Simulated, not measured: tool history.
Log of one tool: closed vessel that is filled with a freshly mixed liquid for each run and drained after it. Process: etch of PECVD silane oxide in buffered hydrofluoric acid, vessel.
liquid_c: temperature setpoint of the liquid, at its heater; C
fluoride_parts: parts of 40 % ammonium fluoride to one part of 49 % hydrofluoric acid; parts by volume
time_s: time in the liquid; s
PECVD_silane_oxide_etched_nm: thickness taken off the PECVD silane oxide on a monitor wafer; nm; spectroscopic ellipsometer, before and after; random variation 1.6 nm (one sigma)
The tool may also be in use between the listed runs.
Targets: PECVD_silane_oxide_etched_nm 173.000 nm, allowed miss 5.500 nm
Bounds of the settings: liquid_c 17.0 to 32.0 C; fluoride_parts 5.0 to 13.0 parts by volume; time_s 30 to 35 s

| run | day | liquid_c | fluoride_parts | time_s | PECVD_silane_oxide_etched_nm |
|---|---|---|---|---|---|
| 1 | 0.000 | 24.0 | 8.0 | 35 | 123.890 |
| 2 | 0.192 | 22.5 | 8.0 | 35 | 114.920 |
| 3 | 0.296 | 22.5 | 8.0 | 35 | 113.020 |
| 4 | 0.358 | 24.0 | 8.0 | 35 | 122.940 |
| 5 | 0.667 | 24.0 | 8.0 | 30 | 106.410 |
| 6 | 0.908 | 24.0 | 9.0 | 30 | 93.759 |
| 7 | 0.946 | 25.5 | 8.5 | 30 | 109.310 |
| 8 | 1.017 | 27.0 | 8.0 | 30 | 125.160 |
| 9 | 1.371 | 28.0 | 8.0 | 30 | 131.710 |
| 10 | 1.400 | 29.0 | 8.0 | 30 | 137.700 |
| 11 | 1.558 | 29.5 | 8.0 | 30 | 141.980 |
| 12 | 1.738 | 30.0 | 8.0 | 30 | 146.870 |

Which of these 4 next moves meets every target?
| A | 1.917 | 30.0 | 8.0 | 35 | ? |
| B | 1.917 | 25.0 | 7.5 | 30 | ? |
| C | 1.917 | 31.5 | 11.0 | 30 | ? |
| D | 1.917 | 30.0 | 7.5 | 30 | ? |

| move | PECVD_silane_oxide_etched_nm |
|---|---|
| A | 171.020 |
| B | 120.450 |
| C | 119.060 |
| D | 157.170 |
A: meets every target
B: further off than the last run
C: further off than the last run
D: nearer than the last run, and not there yet
Answer: A

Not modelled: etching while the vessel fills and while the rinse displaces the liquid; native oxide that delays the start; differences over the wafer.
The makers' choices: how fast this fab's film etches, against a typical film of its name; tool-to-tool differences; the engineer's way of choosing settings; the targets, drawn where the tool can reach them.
